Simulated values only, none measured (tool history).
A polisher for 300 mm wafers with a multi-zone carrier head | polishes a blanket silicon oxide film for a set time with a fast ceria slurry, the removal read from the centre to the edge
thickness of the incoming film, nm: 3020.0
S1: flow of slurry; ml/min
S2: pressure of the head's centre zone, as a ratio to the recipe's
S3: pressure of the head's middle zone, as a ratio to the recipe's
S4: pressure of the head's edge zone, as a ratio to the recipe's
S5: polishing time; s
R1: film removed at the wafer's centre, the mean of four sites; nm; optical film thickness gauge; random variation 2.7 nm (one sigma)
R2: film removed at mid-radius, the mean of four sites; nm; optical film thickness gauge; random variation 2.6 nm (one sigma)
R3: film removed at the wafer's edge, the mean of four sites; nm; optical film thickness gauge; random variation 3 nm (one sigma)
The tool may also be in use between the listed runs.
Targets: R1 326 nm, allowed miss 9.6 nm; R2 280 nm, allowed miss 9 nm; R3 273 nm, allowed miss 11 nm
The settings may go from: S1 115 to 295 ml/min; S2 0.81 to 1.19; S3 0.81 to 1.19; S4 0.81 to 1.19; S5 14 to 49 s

run  hour   S1    S2    S3    S4  S5      R1      R2      R3
  1     0  190     1     1     1  31  512.25  530.65  482.98
  2   2.6  190  0.93     1     1  31  481.46  511.45   477.9
  3   7.5  190  0.93     1  0.92  31  481.13   520.7  462.02
  4   9.6  190  0.94  0.98  0.91  29   452.8  487.02  433.01
  5  14.2  210  0.94  0.98  0.91  29   458.2  484.76  438.71
  6  16.6  210  0.94  0.98  0.95  29  461.12  491.68  444.16
  7  22.8  205  0.96  0.96  0.95  27  437.09  439.92  415.92
     24.3  -- edge zone pressure recalibrated
  8  24.3  205  0.97  0.95  0.93  26  425.24   428.1  406.47
  9  26.3  155  1.07  0.89  0.83  17  289.92  254.47  243.75
 10  33.8  165  1.07  0.89  0.84  17  296.71  255.51  249.31
 11  40.5  215  1.07  0.95  0.89  17  311.15  274.85  257.27
 12  41.3  220  1.07  0.95   0.9  17   311.6  281.39     261

Which of these 5 next moves meets every target?
  A  42.1  180  1.11  1.03  0.93  16   ?   ?   ?
  B  42.1  225  1.02  0.88  0.95  17   ?   ?   ?
  C  42.1  230  1.17  1.03  0.83  16   ?   ?   ?
  D  42.1  210  1.12  0.93  0.94  17   ?   ?   ?
  E  42.1  220  1.05  0.91  0.94  17   ?   ?   ?

move      R1      R2      R3
   A  295.33  270.59  246.73
   B  299.37  270.16  272.12
   C  324.84  280.99  240.99
   D  325.44   276.5  268.65
   E  307.22  274.79  270.05
A: further off than the last run
B: further off than the last run
C: brings the result that was furthest off to its target, and leaves another outside
D: meets every target
E: further off than the last run
Answer: D
